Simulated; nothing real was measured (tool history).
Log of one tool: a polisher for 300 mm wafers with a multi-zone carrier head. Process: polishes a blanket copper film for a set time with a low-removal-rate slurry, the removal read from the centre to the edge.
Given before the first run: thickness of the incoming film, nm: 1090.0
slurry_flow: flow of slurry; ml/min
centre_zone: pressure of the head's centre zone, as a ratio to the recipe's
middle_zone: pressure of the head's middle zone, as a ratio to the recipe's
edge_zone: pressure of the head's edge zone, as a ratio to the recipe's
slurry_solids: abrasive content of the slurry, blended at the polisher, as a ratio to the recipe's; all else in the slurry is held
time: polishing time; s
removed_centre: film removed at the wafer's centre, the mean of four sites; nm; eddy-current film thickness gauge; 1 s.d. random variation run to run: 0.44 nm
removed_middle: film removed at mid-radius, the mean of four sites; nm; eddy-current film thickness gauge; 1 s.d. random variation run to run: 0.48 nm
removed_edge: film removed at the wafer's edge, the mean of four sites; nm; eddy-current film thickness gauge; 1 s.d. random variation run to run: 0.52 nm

{"run": 1, "day": 0.0, "slurry_flow": 180, "centre_zone": 1, "middle_zone": 1, "edge_zone": 1, "slurry_solids": 1, "time": 36, "removed_centre": 93.55, "removed_middle": 90.433, "removed_edge": 87.234}
{"run": 2, "day": 0.204, "slurry_flow": 180, "centre_zone": 1, "middle_zone": 0.93, "edge_zone": 1, "slurry_solids": 1, "time": 36, "removed_centre": 92.911, "removed_middle": 84.684, "removed_edge": 88.542}
{"run": 3, "day": 0.454, "slurry_flow": 180, "centre_zone": 0.95, "middle_zone": 0.93, "edge_zone": 1, "slurry_solids": 1, "time": 36, "removed_centre": 87.822, "removed_middle": 84.402, "removed_edge": 89.191}
{"run": 4, "day": 0.688, "slurry_flow": 180, "centre_zone": 0.95, "middle_zone": 0.85, "edge_zone": 1, "slurry_solids": 1, "time": 36, "removed_centre": 88.025, "removed_middle": 78.252, "removed_edge": 88.123}
{"run": 5, "day": 0.812, "slurry_flow": 185, "centre_zone": 0.97, "middle_zone": 0.89, "edge_zone": 0.96, "slurry_solids": 0.9, "time": 33, "removed_centre": 80.559, "removed_middle": 75.011, "removed_edge": 78.606}
{"run": 6, "day": 1.112, "slurry_flow": 185, "centre_zone": 0.97, "middle_zone": 0.89, "edge_zone": 1.04, "slurry_solids": 0.9, "time": 33, "removed_centre": 81.233, "removed_middle": 74.594, "removed_edge": 80.074}

Expected results for the next run?
{"run": 7, "day": 1.167, "slurry_flow": 190, "centre_zone": 0.99, "middle_zone": 0.91, "edge_zone": 1.01, "slurry_solids": 0.8, "time": 31, "removed_centre": "?", "removed_middle": "?", "removed_edge": "?"}

removed_centre: 75.536 nm
removed_middle: 69.137 nm
removed_edge: 73.031 nm
